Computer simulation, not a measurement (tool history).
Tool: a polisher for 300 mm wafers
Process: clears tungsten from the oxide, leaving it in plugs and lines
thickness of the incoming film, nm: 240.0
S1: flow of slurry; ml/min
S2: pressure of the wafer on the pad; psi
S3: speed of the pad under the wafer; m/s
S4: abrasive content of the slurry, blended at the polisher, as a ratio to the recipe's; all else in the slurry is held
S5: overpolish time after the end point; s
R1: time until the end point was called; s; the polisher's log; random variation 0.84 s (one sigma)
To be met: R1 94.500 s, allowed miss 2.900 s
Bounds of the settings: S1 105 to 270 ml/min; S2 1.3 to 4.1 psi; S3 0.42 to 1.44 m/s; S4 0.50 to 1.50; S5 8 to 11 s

Run 1, hour 0.0: S1 175 ml/min, S2 2.7 psi, S3 0.92 m/s, S4 1.00, S5 11 s. Result: R1 70.729 s.
Run 2, hour 4.8: S1 175 ml/min, S2 2.7 psi, S3 0.92 m/s, S4 1.00, S5 8 s. Result: R1 72.214 s.
Run 3, hour 8.8: S1 170 ml/min, S2 2.5 psi, S3 0.92 m/s, S4 1.00, S5 8 s. Result: R1 78.403 s.
Run 4, hour 17.1: S1 170 ml/min, S2 2.5 psi, S3 0.92 m/s, S4 1.00, S5 11 s. Result: R1 77.222 s.
Run 5, hour 25.6: S1 170 ml/min, S2 2.5 psi, S3 1.00 m/s, S4 1.00, S5 11 s. Result: R1 71.393 s.
Run 6, hour 34.2: S1 190 ml/min, S2 2.5 psi, S3 1.00 m/s, S4 1.00, S5 11 s. Result: R1 69.988 s.
Run 7, hour 40.7: S1 185 ml/min, S2 2.3 psi, S3 1.00 m/s, S4 1.00, S5 11 s. Result: R1 77.146 s.
Run 8, hour 43.0: S1 185 ml/min, S2 2.2 psi, S3 1.00 m/s, S4 1.00, S5 11 s. Result: R1 80.710 s.
Run 9, hour 45.0: S1 185 ml/min, S2 2.2 psi, S3 1.00 m/s, S4 1.00, S5 11 s. Result: R1 79.823 s.
Run 10, hour 49.0: S1 180 ml/min, S2 2.1 psi, S3 1.00 m/s, S4 1.00, S5 11 s. Result: R1 82.747 s.
Run 11, hour 56.7: S1 180 ml/min, S2 2.0 psi, S3 1.00 m/s, S4 1.00, S5 11 s. Result: R1 87.250 s.

Which of these 5 next moves meets every target?
Run A, hour 64.4: S1 185 ml/min, S2 1.4 psi, S3 1.30 m/s, S4 1.05, S5 11 s. Result: R1 ?.
Run B, hour 64.4: S1 180 ml/min, S2 1.9 psi, S3 0.92 m/s, S4 0.90, S5 9 s. Result: R1 ?.
Run C, hour 64.4: S1 175 ml/min, S2 2.3 psi, S3 0.94 m/s, S4 1.15, S5 11 s. Result: R1 ?.
Run D, hour 64.4: S1 170 ml/min, S2 2.1 psi, S3 1.04 m/s, S4 0.90, S5 8 s. Result: R1 ?.
Run E, hour 64.4: S1 200 ml/min, S2 2.2 psi, S3 1.04 m/s, S4 0.75, S5 11 s. Result: R1 ?.

move       R1
   A   91.611
   B  100.410
   C   76.917
   D   81.622
   E   80.214
A: meets every target
B: takes the result that was furthest off past its target
C: further off than the last run
D: further off than the last run
E: further off than the last run
The right move is A.
